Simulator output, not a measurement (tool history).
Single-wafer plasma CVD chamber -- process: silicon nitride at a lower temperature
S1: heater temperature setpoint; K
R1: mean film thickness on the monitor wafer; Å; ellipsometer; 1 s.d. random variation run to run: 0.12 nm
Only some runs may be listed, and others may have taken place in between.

Run 1, hour 0.0: S1 613.15 K, chamber pressure (Pa) 265, RF power (kW) 0.355, deposition time (s) 19.2. Result: R1 256.72 Å.
Run 2, hour 3.5: S1 613.15 K, chamber pressure (Pa) 265, RF power (kW) 0.315, deposition time (s) 19.2. Result: R1 230.85 Å.
Run 3, hour 5.6: S1 613.15 K, chamber pressure (Pa) 279, RF power (kW) 0.325, deposition time (s) 19.2. Result: R1 239.42 Å.
Run 4, hour 12.2: S1 613.15 K, chamber pressure (Pa) 237, RF power (kW) 0.325, deposition time (s) 19.2. Result: R1 230.29 Å.
Run 5, hour 16.9: S1 604.15 K, chamber pressure (Pa) 237, RF power (kW) 0.325, deposition time (s) 19.2. Result: R1 232.72 Å.
Run 6, hour 22.4: S1 604.15 K, chamber pressure (Pa) 255, RF power (kW) 0.335, deposition time (s) 19.2. Result: R1 241.25 Å.
Run 7, hour 28.0: S1 604.15 K, chamber pressure (Pa) 268, RF power (kW) 0.340, deposition time (s) 19.2. Result: R1 244.98 Å.
Run 8, hour 31.9: S1 604.15 K, chamber pressure (Pa) 279, RF power (kW) 0.350, deposition time (s) 19.2. Result: R1 255.76 Å.
Run 9, hour 37.9: S1 604.15 K, chamber pressure (Pa) 289, RF power (kW) 0.355, deposition time (s) 19.2. Result: R1 261.35 Å.

Run 10 has not been measured yet. What should we expect?
Run 10, hour 40.1: S1 604.15 K, chamber pressure (Pa) 299, RF power (kW) 0.360, deposition time (s) 19.2. Result: R1 ?.

Run 10 gave R1 266.85 Å.

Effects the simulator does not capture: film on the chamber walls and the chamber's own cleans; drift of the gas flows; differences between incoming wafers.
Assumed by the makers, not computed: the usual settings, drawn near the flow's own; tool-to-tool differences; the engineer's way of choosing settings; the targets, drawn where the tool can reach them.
